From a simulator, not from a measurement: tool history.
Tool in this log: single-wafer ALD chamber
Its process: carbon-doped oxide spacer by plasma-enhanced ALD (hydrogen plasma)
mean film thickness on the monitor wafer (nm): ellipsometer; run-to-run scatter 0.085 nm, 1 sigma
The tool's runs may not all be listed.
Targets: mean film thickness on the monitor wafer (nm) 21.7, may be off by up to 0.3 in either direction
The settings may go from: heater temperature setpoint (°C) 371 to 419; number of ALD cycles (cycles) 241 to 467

run	hour	heater temperature setpoint (°C)	number of ALD cycles (cycles)	mean film thickness on the monitor wafer (nm)
1	0	395	354	17.254
2	6	395	374	18.246
3	12.9	395	389	18.879
4	16	404	389	19.043
5	22	404	410	19.921
6	24.3	396	410	19.884
7	27.6	396	419	20.207
8	36.4	396	427	20.765
9	37.8	396	431	20.994

Next run, 5 choices. One meets every target within its allowed miss, the rest don't. Which?
A	39.2	394	447	?
B	39.2	391	437	?
C	39.2	394	459	?
D	39.2	401	435	?
E	39.2	397	428	?

move	mean film thickness on the monitor wafer (nm)
A	21.695
B	21.21
C	22.278
D	21.113
E	20.773
A: each result inside its tolerance
B: better than the last run, though not everything is in spec
C: takes the result that was furthest off past its target
D: better than the last run, though not everything is in spec
E: its largest miss is bigger than the last run's
Go with A: it meets all targets.
